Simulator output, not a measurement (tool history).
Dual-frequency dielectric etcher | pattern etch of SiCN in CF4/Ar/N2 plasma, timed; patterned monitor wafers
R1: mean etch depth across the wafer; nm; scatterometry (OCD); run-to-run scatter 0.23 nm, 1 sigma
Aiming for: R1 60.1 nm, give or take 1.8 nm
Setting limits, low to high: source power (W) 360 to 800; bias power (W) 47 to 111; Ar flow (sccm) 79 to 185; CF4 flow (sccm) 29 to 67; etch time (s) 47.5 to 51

run 1 day=0 | source_power_(W)=580 bias_power_(W)=79 Ar_flow_(sccm)=132 CF4_flow_(sccm)=48 etch_time_(s)=51 | R1=43.785
run 2 day=0.179 | source_power_(W)=580 bias_power_(W)=79 Ar_flow_(sccm)=149 CF4_flow_(sccm)=48 etch_time_(s)=51 | R1=42.947
run 3 day=0.329 | source_power_(W)=640 bias_power_(W)=81 Ar_flow_(sccm)=148 CF4_flow_(sccm)=48 etch_time_(s)=51 | R1=47.717
run 4 day=0.596 | source_power_(W)=640 bias_power_(W)=81 Ar_flow_(sccm)=148 CF4_flow_(sccm)=44 etch_time_(s)=51 | R1=47.198
run 5 day=0.712 | source_power_(W)=640 bias_power_(W)=81 Ar_flow_(sccm)=133 CF4_flow_(sccm)=44 etch_time_(s)=51 | R1=47.951
run 6 day=0.846 | source_power_(W)=640 bias_power_(W)=81 Ar_flow_(sccm)=155 CF4_flow_(sccm)=44 etch_time_(s)=51 | R1=46.704
run 7 day=1.171 | source_power_(W)=640 bias_power_(W)=81 Ar_flow_(sccm)=155 CF4_flow_(sccm)=44 etch_time_(s)=51 | R1=46.69
run 8 day=1.238 | source_power_(W)=680 bias_power_(W)=82 Ar_flow_(sccm)=154 CF4_flow_(sccm)=44 etch_time_(s)=51 | R1=49.886
run 9 day=1.342 | source_power_(W)=710 bias_power_(W)=83 Ar_flow_(sccm)=154 CF4_flow_(sccm)=44 etch_time_(s)=51 | R1=52.315
run 10 day=1.65 | source_power_(W)=730 bias_power_(W)=84 Ar_flow_(sccm)=154 CF4_flow_(sccm)=44 etch_time_(s)=51 | R1=53.916
run 11 day=1.962 | source_power_(W)=750 bias_power_(W)=85 Ar_flow_(sccm)=154 CF4_flow_(sccm)=44 etch_time_(s)=51 | R1=55.32
run 12 day=2.192 | source_power_(W)=760 bias_power_(W)=86 Ar_flow_(sccm)=153 CF4_flow_(sccm)=44 etch_time_(s)=51 | R1=56.575
run 13 day=2.421 | source_power_(W)=770 bias_power_(W)=86 Ar_flow_(sccm)=153 CF4_flow_(sccm)=44 etch_time_(s)=51 | R1=57.246
run 14 day=2.771 | source_power_(W)=780 bias_power_(W)=87 Ar_flow_(sccm)=153 CF4_flow_(sccm)=44 etch_time_(s)=51 | R1=58.026

Next run, 5 choices. One meets every target within its allowed miss, the rest don't. Which?
run A day=3.121 | source_power_(W)=780 bias_power_(W)=86 Ar_flow_(sccm)=160 CF4_flow_(sccm)=64 etch_time_(s)=47.5 | R1=?
run B day=3.121 | source_power_(W)=800 bias_power_(W)=97 Ar_flow_(sccm)=124 CF4_flow_(sccm)=52 etch_time_(s)=49.5 | R1=?
run C day=3.121 | source_power_(W)=800 bias_power_(W)=87 Ar_flow_(sccm)=163 CF4_flow_(sccm)=52 etch_time_(s)=51 | R1=?
run D day=3.121 | source_power_(W)=800 bias_power_(W)=71 Ar_flow_(sccm)=138 CF4_flow_(sccm)=47 etch_time_(s)=50.5 | R1=?
run E day=3.121 | source_power_(W)=740 bias_power_(W)=91 Ar_flow_(sccm)=170 CF4_flow_(sccm)=38 etch_time_(s)=51 | R1=?

move=A R1=56.426
move=B R1=63.626
move=C R1=60.231
move=D R1=56.541
move=E R1=54.018
A: the biggest miss grows against the last run
B: pushes the last run's worst result past its target
C: meets every target
D: the biggest miss grows against the last run
E: the biggest miss grows against the last run
C meets every target.
